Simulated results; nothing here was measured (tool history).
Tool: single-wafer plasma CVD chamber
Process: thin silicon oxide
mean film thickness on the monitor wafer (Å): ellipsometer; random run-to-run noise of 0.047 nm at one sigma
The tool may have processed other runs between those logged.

run,hour,heater temperature setpoint (°C),chamber pressure (mTorr),RF power (kW),deposition time (s),mean film thickness on the monitor wafer (Å)
1,0,415,559,0.25,7.76,109.77
2,3.4,415,519,0.25,7.76,101.81
3,8.2,415,519,0.23,7.76,98.518
4,14.7,426,519,0.23,7.76,97.052
# hour 16.3: capacitance manometer re-zeroed and calibrated
5,16.3,426,497,0.23,7.76,87.548
6,20.2,426,497,0.23,7.76,87.096

What will run 7 give?
7,26.6,427,496,0.23,7.76,?

Run 7 came out at mean film thickness on the monitor wafer (Å) 86.051.
